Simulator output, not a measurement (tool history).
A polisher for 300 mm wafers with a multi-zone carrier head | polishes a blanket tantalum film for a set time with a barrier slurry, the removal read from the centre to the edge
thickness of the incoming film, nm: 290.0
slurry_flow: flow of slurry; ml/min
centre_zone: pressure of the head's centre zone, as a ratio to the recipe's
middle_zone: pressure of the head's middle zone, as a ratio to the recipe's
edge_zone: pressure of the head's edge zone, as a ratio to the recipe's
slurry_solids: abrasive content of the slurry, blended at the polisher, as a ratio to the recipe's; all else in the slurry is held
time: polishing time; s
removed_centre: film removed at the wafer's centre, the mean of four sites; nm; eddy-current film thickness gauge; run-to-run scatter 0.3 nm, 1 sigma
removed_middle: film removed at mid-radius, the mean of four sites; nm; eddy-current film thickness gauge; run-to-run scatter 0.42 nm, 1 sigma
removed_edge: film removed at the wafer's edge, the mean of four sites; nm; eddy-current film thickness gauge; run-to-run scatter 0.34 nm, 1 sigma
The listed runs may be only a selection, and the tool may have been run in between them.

{"run": 1, "hour": 0.0, "slurry_flow": 260, "centre_zone": 1, "middle_zone": 1, "edge_zone": 1, "slurry_solids": 1, "time": 32, "removed_centre": 39.412, "removed_middle": 38.091, "removed_edge": 38.256}
{"run": 2, "hour": 0.8, "slurry_flow": 260, "centre_zone": 1, "middle_zone": 1, "edge_zone": 1, "slurry_solids": 1, "time": 25, "removed_centre": 30.44, "removed_middle": 29.955, "removed_edge": 30.648}
{"run": 3, "hour": 2.4, "slurry_flow": 265, "centre_zone": 1.01, "middle_zone": 1.01, "edge_zone": 0.99, "slurry_solids": 1, "time": 25, "removed_centre": 30.689, "removed_middle": 29.705, "removed_edge": 30.285}
{"run": 4, "hour": 7.7, "slurry_flow": 265, "centre_zone": 0.94, "middle_zone": 1.01, "edge_zone": 0.99, "slurry_solids": 1, "time": 25, "removed_centre": 29.271, "removed_middle": 29.186, "removed_edge": 30.09}
{"run": 5, "hour": 11.5, "slurry_flow": 265, "centre_zone": 0.94, "middle_zone": 1.01, "edge_zone": 1.07, "slurry_solids": 1, "time": 25, "removed_centre": 28.962, "removed_middle": 29.771, "removed_edge": 30.765}
{"run": 6, "hour": 18.5, "slurry_flow": 270, "centre_zone": 0.96, "middle_zone": 1.02, "edge_zone": 1.06, "slurry_solids": 1, "time": 25, "removed_centre": 29.33, "removed_middle": 30.445, "removed_edge": 31.006}
{"hour": 24.2, "done": "edge zone pressure recalibrated"}
{"run": 7, "hour": 24.2, "slurry_flow": 270, "centre_zone": 0.96, "middle_zone": 1.02, "edge_zone": 1.06, "slurry_solids": 1, "time": 25, "removed_centre": 29.813, "removed_middle": 29.976, "removed_edge": 30.081}
{"run": 8, "hour": 32.1, "slurry_flow": 275, "centre_zone": 0.97, "middle_zone": 1.03, "edge_zone": 1.06, "slurry_solids": 1, "time": 25, "removed_centre": 30.123, "removed_middle": 30.874, "removed_edge": 30.425}
{"run": 9, "hour": 39.5, "slurry_flow": 280, "centre_zone": 0.98, "middle_zone": 1.03, "edge_zone": 1.06, "slurry_solids": 1, "time": 25, "removed_centre": 30.742, "removed_middle": 30.604, "removed_edge": 30.747}
{"run": 10, "hour": 46.2, "slurry_flow": 285, "centre_zone": 0.98, "middle_zone": 1.04, "edge_zone": 1.06, "slurry_solids": 1, "time": 25, "removed_centre": 29.923, "removed_middle": 30.837, "removed_edge": 30.179}

Forecast run 11:
{"run": 11, "hour": 53.2, "slurry_flow": 290, "centre_zone": 0.99, "middle_zone": 1.05, "edge_zone": 1.06, "slurry_solids": 1, "time": 25, "removed_centre": "?", "removed_middle": "?", "removed_edge": "?"}

{"run 11": {"removed_centre": 30.57, "removed_middle": 31.291, "removed_edge": 30.165}}

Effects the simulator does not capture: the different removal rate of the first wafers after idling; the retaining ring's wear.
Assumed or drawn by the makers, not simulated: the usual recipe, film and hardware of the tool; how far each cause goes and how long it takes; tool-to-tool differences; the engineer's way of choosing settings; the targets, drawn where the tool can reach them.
